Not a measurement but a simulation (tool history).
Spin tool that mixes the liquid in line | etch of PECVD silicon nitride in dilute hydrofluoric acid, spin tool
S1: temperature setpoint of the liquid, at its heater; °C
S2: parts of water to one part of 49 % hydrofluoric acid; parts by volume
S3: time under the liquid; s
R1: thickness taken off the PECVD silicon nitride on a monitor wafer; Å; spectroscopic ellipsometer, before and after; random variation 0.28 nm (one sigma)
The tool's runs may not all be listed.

run	hour	S1	S2	S3	R1
1	0.0	22.0	50	280	186.28
2	6.4	19.5	50	280	156.67
3	7.9	17.5	50	280	139.67
4	10.1	17.5	40	280	171.85
5	13.5	17.5	40	300	182.16
6	16.3	17.0	40	300	174.96
7	20.6	18.0	40	300	185.74
8	21.8	19.0	40	300	199.87
9	28.2	19.5	40	300	210.82
10	31.6	20.0	40	300	217.42
# hour 38.3: hydrofluoric acid flow meter replaced
11	38.3	20.5	40	300	204.38
12	42.5	21.5	40	300	227.73
13	44.5	22.0	40	300	232.87

Run 14 comes next. What will it give?
14	48.8	22.5	40	300	?

Run 14 gave R1 238.57 Å.

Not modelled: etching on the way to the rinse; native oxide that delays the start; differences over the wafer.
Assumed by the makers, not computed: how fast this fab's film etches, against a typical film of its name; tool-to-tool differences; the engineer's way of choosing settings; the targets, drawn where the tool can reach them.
